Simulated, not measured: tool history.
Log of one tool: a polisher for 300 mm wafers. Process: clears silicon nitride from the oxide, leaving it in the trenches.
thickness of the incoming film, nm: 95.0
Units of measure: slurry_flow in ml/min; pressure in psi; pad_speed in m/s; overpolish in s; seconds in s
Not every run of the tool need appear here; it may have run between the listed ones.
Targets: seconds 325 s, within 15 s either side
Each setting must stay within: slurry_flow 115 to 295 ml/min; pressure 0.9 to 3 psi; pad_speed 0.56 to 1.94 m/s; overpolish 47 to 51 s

run 1 day=0 | slurry_flow=190 pressure=1.9 pad_speed=1.24 overpolish=47 | seconds=143.34
run 2 day=0.146 | slurry_flow=185 pressure=1.6 pad_speed=1.12 overpolish=47 | seconds=191.52
run 3 day=0.442 | slurry_flow=185 pressure=2.1 pad_speed=1.12 overpolish=47 | seconds=142.85
run 4 day=0.521 | slurry_flow=185 pressure=2.3 pad_speed=1.12 overpolish=47 | seconds=131.21
run 5 day=0.858 | slurry_flow=180 pressure=1.8 pad_speed=1.04 overpolish=47 | seconds=184.78
run 6 day=1.133 | slurry_flow=180 pressure=1.8 pad_speed=1.04 overpolish=47 | seconds=179.52
run 7 day=1.233 | slurry_flow=180 pressure=1.5 pad_speed=0.98 overpolish=47 | seconds=226.53
run 8 day=1.471 | slurry_flow=180 pressure=1.3 pad_speed=0.96 overpolish=47 | seconds=271.66
run 9 day=1.567 | slurry_flow=180 pressure=1.3 pad_speed=0.96 overpolish=47 | seconds=272.2
run 10 day=1.746 | slurry_flow=180 pressure=1.2 pad_speed=0.96 overpolish=47 | seconds=290.4

Below are 5 possible settings for the next run. Only one of them brings all results inside the allowed miss of their targets. Which is it?
run A day=1.925 | slurry_flow=230 pressure=1.1 pad_speed=0.9 overpolish=47 | seconds=?
run B day=1.925 | slurry_flow=185 pressure=1.2 pad_speed=0.76 overpolish=47 | seconds=?
run C day=1.925 | slurry_flow=165 pressure=1.2 pad_speed=1.14 overpolish=51 | seconds=?
run D day=1.925 | slurry_flow=185 pressure=1.2 pad_speed=1.12 overpolish=51 | seconds=?
run E day=1.925 | slurry_flow=150 pressure=2 pad_speed=0.74 overpolish=47 | seconds=?

move=A seconds=328.93
move=B seconds=366.46
move=C seconds=252.85
move=D seconds=252.57
move=E seconds=238.03
A: every result within its allowed miss
B: takes the result that was furthest off past its target
C: the biggest miss grows against the last run
D: the biggest miss grows against the last run
E: the biggest miss grows against the last run
A meets every target.
